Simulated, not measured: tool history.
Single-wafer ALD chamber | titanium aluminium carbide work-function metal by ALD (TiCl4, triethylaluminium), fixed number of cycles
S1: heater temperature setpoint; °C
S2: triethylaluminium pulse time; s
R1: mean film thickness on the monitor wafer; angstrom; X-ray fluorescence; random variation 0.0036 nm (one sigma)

run	hour	S1	S2	R1
1	0.0	320	9.83	21.449
2	1.7	320	10.94	21.770
3	7.0	320	9.54	21.366
4	9.2	320	12.15	22.027
5	16.4	316	10.87	21.438
6	24.8	316	12.68	21.676
7	29.9	313	11.32	21.112
8	37.3	310	10.16	20.595
9	42.7	308	9.18	20.075
10	46.7	308	9.18	20.150
11	54.9	306	8.34	19.527
12	55.5	305	7.63	19.009
13	63.6	304	7.02	18.325
14	70.9	303	6.50	17.754
15	71.6	296	3.54	10.419
16	72.4	301	3.58	10.853

Forecast run 17:
17	76.3	301	4.03	?

Run 17 gave R1 12.514 angstrom.
